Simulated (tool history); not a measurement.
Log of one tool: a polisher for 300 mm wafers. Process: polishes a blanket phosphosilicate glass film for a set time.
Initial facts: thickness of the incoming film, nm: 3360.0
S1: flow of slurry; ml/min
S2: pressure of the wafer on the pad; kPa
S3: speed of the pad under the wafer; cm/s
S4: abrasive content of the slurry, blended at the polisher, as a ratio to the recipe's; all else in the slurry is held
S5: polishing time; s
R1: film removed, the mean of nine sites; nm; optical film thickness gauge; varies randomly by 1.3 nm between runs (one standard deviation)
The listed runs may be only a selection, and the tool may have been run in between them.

run,hour,S1,S2,S3,S4,S5,R1
1,0.0,315,26.9,78,1.0,23,199.63
2,3.3,260,26.9,78,1.0,23,195.97
3,6.0,260,26.9,78,1.2,23,206.36
4,10.8,260,26.2,78,1.2,23,202.38
5,17.9,260,25.5,78,1.2,23,202.18
6,21.7,260,24.1,78,1.2,23,188.96

The next listed run, before its measurement:
7,23.2,260,23.4,78,1.2,23,?

Run 7 produced R1 181.79 nm.

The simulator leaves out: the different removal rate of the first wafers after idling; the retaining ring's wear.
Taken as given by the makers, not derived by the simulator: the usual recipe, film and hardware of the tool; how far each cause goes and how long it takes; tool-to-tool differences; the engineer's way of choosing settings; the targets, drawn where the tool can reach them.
